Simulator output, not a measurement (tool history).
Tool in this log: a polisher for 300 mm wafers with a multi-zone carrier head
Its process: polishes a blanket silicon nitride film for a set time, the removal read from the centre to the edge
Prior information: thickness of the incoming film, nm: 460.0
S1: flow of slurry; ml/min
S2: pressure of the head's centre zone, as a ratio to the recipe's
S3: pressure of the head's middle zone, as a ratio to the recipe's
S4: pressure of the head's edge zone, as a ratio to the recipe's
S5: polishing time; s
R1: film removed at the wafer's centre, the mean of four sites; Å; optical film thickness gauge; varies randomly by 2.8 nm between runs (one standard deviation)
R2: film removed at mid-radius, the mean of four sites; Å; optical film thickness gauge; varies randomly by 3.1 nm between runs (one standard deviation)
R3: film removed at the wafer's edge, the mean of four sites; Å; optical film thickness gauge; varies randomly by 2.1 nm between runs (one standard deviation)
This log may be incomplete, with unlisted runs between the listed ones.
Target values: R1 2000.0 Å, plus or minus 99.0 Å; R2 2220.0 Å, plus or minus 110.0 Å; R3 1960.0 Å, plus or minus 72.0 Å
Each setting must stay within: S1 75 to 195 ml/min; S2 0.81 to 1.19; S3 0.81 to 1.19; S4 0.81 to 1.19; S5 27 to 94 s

| run | hour | S1 | S2 | S3 | S4 | S5 | R1 | R2 | R3 |
|---|---|---|---|---|---|---|---|---|---|
| 1 | 0.0 | 125 | 1.00 | 1.00 | 1.00 | 60 | 1394.0 | 1306.3 | 1387.7 |
| 2 | 0.5 | 125 | 1.00 | 1.00 | 1.00 | 52 | 1155.9 | 1167.6 | 1193.1 |
| 3 | 2.8 | 125 | 1.00 | 1.00 | 0.94 | 52 | 1186.5 | 1166.5 | 1181.3 |
| 4 | 10.2 | 140 | 0.98 | 1.06 | 0.95 | 59 | 1361.2 | 1392.9 | 1373.9 |
| 5 | 17.1 | 155 | 0.96 | 1.10 | 0.92 | 64 | 1529.9 | 1602.6 | 1482.7 |
| 6 | 20.3 | 160 | 0.95 | 1.13 | 0.93 | 68 | 1597.9 | 1767.1 | 1558.7 |
| 7 | 24.3 | 160 | 0.95 | 1.13 | 0.95 | 72 | 1660.7 | 1879.8 | 1705.0 |
| 8 | 32.0 | 165 | 0.97 | 1.14 | 0.96 | 74 | 1811.2 | 1948.8 | 1712.4 |
| 9 | 40.3 | 170 | 0.96 | 1.14 | 0.96 | 76 | 1867.2 | 2026.5 | 1794.1 |
| 10 | 48.5 | 175 | 0.95 | 1.14 | 0.96 | 77 | 1872.1 | 2042.7 | 1807.5 |
| 11 | 53.5 | 175 | 0.95 | 1.14 | 0.96 | 79 | 1897.5 | 2099.3 | 1876.9 |

Next run, 4 choices. One meets every target within its allowed miss, the rest don't. Which?
| A | 58.5 | 185 | 1.01 | 1.18 | 0.99 | 81 | ? | ? | ? |
| B | 58.5 | 185 | 1.05 | 1.08 | 0.96 | 84 | ? | ? | ? |
| C | 58.5 | 135 | 1.05 | 1.15 | 0.92 | 81 | ? | ? | ? |
| D | 58.5 | 190 | 1.01 | 1.16 | 0.85 | 79 | ? | ? | ? |

| move | R1 | R2 | R3 |
|---|---|---|---|
| A | 2048.7 | 2221.7 | 1958.4 |
| B | 2174.1 | 2135.0 | 2004.9 |
| C | 1959.1 | 2045.4 | 1813.5 |
| D | 2007.3 | 2144.5 | 1790.0 |
A: every result within its allowed miss
B: meets the target for the result that was furthest off, but another lies outside its allowed miss
C: the biggest miss grows against the last run
D: the biggest miss grows against the last run
A meets every target.

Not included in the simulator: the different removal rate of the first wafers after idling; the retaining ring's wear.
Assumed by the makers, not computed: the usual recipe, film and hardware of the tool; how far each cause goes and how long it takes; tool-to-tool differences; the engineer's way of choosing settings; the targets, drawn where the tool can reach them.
